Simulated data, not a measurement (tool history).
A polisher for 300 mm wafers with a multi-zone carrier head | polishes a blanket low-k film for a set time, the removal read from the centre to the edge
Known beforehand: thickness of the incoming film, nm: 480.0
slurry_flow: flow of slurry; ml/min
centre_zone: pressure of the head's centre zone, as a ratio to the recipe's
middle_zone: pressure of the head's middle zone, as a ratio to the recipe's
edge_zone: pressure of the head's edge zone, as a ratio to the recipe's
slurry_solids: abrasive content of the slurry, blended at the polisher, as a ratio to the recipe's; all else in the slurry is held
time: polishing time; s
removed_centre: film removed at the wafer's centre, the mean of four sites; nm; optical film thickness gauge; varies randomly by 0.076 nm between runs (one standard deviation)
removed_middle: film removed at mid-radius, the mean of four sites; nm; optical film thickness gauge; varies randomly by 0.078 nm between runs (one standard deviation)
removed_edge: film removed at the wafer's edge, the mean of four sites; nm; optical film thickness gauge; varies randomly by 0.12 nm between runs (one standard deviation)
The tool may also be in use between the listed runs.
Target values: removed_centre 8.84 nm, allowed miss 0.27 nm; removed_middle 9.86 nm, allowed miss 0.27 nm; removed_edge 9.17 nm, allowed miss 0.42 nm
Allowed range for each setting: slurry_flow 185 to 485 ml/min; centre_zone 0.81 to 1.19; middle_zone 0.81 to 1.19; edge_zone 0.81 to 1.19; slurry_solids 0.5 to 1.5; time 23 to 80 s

| run | hour | slurry_flow | centre_zone | middle_zone | edge_zone | slurry_solids | time | removed_centre | removed_middle | removed_edge |
|---|---|---|---|---|---|---|---|---|---|---|
| 1 | 0 | 310 | 1 | 1 | 1 | 1 | 51 | 15.165 | 15.001 | 15.275 |
| 2 | 6.1 | 310 | 1 | 1 | 1 | 1 | 46 | 13.667 | 13.579 | 13.945 |
| 3 | 11 | 310 | 0.98 | 1 | 0.96 | 0.9 | 45 | 12.795 | 12.919 | 12.98 |
| 4 | 12.4 | 245 | 0.98 | 1 | 0.96 | 0.9 | 45 | 12.506 | 12.748 | 12.704 |
| 5 | 14.4 | 245 | 0.98 | 1 | 1.01 | 0.9 | 45 | 12.647 | 12.562 | 13.127 |
| 6 | 21.9 | 245 | 0.98 | 0.92 | 1.01 | 0.9 | 45 | 12.544 | 11.949 | 13.1 |
| 7 | 30.1 | 245 | 0.96 | 0.94 | 0.97 | 0.8 | 44 | 11.571 | 11.488 | 11.984 |
| 8 | 33.7 | 245 | 0.94 | 0.94 | 0.94 | 0.75 | 43 | 10.786 | 11.044 | 11.214 |
| 9 | 42 | 245 | 0.92 | 0.94 | 0.91 | 0.7 | 43 | 10.504 | 10.629 | 10.982 |
| 10 | 43.9 | 260 | 0.89 | 1.04 | 0.86 | 0.5 | 38 | 8.1874 | 9.4471 | 8.5905 |
| 11 | 50.5 | 260 | 0.89 | 1.04 | 0.86 | 0.5 | 38 | 8.211 | 9.3423 | 8.4966 |

Of the 5 settings listed for the next run, only one would bring every result within its allowed miss of target. Which one?
| A | 57.1 | 280 | 0.94 | 0.95 | 0.88 | 0.55 | 37 | ? | ? | ? |
| B | 57.1 | 280 | 0.86 | 1.05 | 0.85 | 0.5 | 38 | ? | ? | ? |
| C | 57.1 | 265 | 1.03 | 1.02 | 0.81 | 0.5 | 35 | ? | ? | ? |
| D | 57.1 | 190 | 0.88 | 1.1 | 0.86 | 0.5 | 39 | ? | ? | ? |
| E | 57.1 | 315 | 0.9 | 1.02 | 0.83 | 0.5 | 40 | ? | ? | ? |

| move | removed_centre | removed_middle | removed_edge |
|---|---|---|---|
| A | 8.6452 | 8.9523 | 8.808 |
| B | 7.9175 | 9.642 | 8.6716 |
| C | 8.7004 | 8.6469 | 7.7944 |
| D | 7.9934 | 9.8807 | 8.7044 |
| E | 8.815 | 10.028 | 9.0999 |
A: meets the target for the result that was furthest off, but another lies outside its allowed miss
B: misses by more than the last run did
C: meets the target for the result that was furthest off, but another lies outside its allowed miss
D: misses by more than the last run did
E: in spec on every target
The right move is E.

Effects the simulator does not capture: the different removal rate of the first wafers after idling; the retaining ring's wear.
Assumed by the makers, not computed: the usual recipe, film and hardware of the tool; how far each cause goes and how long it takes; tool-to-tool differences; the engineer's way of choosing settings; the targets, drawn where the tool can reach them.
